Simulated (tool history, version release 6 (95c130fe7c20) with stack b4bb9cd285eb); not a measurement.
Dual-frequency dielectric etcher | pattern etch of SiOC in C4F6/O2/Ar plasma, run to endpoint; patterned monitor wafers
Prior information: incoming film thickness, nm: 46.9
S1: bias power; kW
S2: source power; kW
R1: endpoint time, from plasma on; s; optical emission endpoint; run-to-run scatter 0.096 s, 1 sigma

Run 1, hour 0: S1 0.35 kW, S2 0.4 kW. Result: R1 16.544 s.
Run 2, hour 2: S1 0.35 kW, S2 0.43 kW. Result: R1 16.029 s.
Run 3, hour 4.1: S1 0.401 kW, S2 0.43 kW. Result: R1 15.159 s.
Run 4, hour 5.1: S1 0.374 kW, S2 0.43 kW. Result: R1 15.747 s.
Run 5, hour 6: S1 0.321 kW, S2 0.43 kW. Result: R1 16.764 s.
Run 6, hour 7.1: S1 0.321 kW, S2 0.4 kW. Result: R1 17.056 s.

Predict the results of run 7:
Run 7, hour 11.6: S1 0.335 kW, S2 0.4 kW. Result: R1 ?.

R1: 17.014 s

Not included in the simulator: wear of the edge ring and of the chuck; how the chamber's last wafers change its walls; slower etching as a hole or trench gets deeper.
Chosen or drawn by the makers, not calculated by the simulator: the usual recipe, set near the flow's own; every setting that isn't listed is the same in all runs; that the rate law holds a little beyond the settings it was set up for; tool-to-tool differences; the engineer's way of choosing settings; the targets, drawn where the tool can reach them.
